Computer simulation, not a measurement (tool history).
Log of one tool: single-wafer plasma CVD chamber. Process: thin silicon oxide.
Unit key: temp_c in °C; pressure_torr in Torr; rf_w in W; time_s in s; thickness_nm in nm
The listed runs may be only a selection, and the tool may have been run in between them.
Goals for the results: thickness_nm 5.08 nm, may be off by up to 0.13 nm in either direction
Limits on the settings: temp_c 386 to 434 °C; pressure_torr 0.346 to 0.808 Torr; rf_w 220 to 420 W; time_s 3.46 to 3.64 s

Run 1, hour 0: temp_c 410 °C, pressure_torr 0.577 Torr, rf_w 320 W, time_s 3.64 s. Result: thickness_nm 4.4095 nm.
Run 2, hour 1.7: temp_c 410 °C, pressure_torr 0.595 Torr, rf_w 320 W, time_s 3.64 s. Result: thickness_nm 4.5152 nm.
Run 3, hour 3.2: temp_c 410 °C, pressure_torr 0.611 Torr, rf_w 320 W, time_s 3.64 s. Result: thickness_nm 4.6437 nm.
Run 4, hour 8.9: temp_c 410 °C, pressure_torr 0.611 Torr, rf_w 345 W, time_s 3.64 s. Result: thickness_nm 4.8411 nm.
Run 5, hour 10.7: temp_c 410 °C, pressure_torr 0.617 Torr, rf_w 345 W, time_s 3.64 s. Result: thickness_nm 4.8886 nm.
Run 6, hour 12.7: temp_c 410 °C, pressure_torr 0.622 Torr, rf_w 345 W, time_s 3.64 s. Result: thickness_nm 4.8988 nm.
Run 7, hour 13.9: temp_c 410 °C, pressure_torr 0.627 Torr, rf_w 345 W, time_s 3.64 s. Result: thickness_nm 4.923 nm.
Run 8, hour 19.1: temp_c 410 °C, pressure_torr 0.627 Torr, rf_w 345 W, time_s 3.64 s. Result: thickness_nm 4.9486 nm.

Pick the move, out of 5, that brings all results within their allowed miss; only one does.
Run A, hour 24.3: temp_c 391 °C, pressure_torr 0.626 Torr, rf_w 315 W, time_s 3.64 s. Result: thickness_nm ?.
Run B, hour 24.3: temp_c 409 °C, pressure_torr 0.575 Torr, rf_w 415 W, time_s 3.46 s. Result: thickness_nm ?.
Run C, hour 24.3: temp_c 391 °C, pressure_torr 0.717 Torr, rf_w 275 W, time_s 3.64 s. Result: thickness_nm ?.
Run D, hour 24.3: temp_c 388 °C, pressure_torr 0.629 Torr, rf_w 325 W, time_s 3.55 s. Result: thickness_nm ?.
Run E, hour 24.3: temp_c 412 °C, pressure_torr 0.603 Torr, rf_w 345 W, time_s 3.56 s. Result: thickness_nm ?.

move  thickness_nm
   A        4.7676
   B        4.6907
   C         5.033
   D        4.7494
   E        4.6498
A: its largest miss is bigger than the last run's
B: its largest miss is bigger than the last run's
C: every result within its allowed miss
D: its largest miss is bigger than the last run's
E: its largest miss is bigger than the last run's
The right move is C.

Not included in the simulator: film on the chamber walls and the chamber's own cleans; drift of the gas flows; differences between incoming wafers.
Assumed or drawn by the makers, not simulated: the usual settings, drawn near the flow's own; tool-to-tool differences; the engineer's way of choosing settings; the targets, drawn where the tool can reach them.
